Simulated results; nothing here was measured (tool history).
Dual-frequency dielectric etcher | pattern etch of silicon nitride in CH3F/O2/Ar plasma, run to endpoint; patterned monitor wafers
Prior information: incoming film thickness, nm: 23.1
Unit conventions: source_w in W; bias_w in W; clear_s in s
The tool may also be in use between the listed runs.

{"run": 1, "hour": 0.0, "source_w": 540, "bias_w": 70, "clear_s": 32.841}
{"run": 2, "hour": 1.2, "source_w": 540, "bias_w": 77, "clear_s": 31.775}
{"run": 3, "hour": 9.4, "source_w": 500, "bias_w": 73, "clear_s": 33.146}
{"run": 4, "hour": 15.4, "source_w": 590, "bias_w": 73, "clear_s": 30.88}
{"run": 5, "hour": 23.1, "source_w": 630, "bias_w": 73, "clear_s": 29.956}
{"run": 6, "hour": 25.8, "source_w": 540, "bias_w": 73, "clear_s": 32.296}
{"run": 7, "hour": 28.1, "source_w": 500, "bias_w": 70, "clear_s": 33.601}
{"run": 8, "hour": 35.1, "source_w": 470, "bias_w": 67, "clear_s": 35.461}
{"run": 9, "hour": 35.9, "source_w": 450, "bias_w": 66, "clear_s": 36.451}

For run 10, what comes out?
{"run": 10, "hour": 38.9, "source_w": 430, "bias_w": 65, "clear_s": "?"}

{"run 10": {"clear_s": 37.078}}
